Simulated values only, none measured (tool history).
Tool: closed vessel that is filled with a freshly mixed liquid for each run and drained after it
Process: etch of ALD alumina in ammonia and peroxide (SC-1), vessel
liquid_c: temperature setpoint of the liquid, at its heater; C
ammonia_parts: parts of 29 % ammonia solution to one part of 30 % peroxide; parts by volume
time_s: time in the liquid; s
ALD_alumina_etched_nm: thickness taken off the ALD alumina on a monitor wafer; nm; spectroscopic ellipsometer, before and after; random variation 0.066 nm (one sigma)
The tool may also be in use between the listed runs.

run  hour  liquid_c  ammonia_parts  time_s  ALD_alumina_etched_nm
  1   0.0      52.0           0.45     405                 18.379
  2   2.5      51.5           0.45     405                 17.795
  3   4.4      51.0           0.45     405                 17.216
  4   9.7      50.5           0.45     405                 16.927
  5  18.4      50.0           0.45     405                 16.562
  6  19.5      50.0           0.30     405                 15.871
  7  24.6      49.5           0.30     405                 15.468
  8  30.6      49.0           0.30     405                 14.984

Run 9 comes next. What will it give?
  9  38.5      48.5           0.30     405                      ?

Run 9 gave ALD_alumina_etched_nm 14.622 nm.
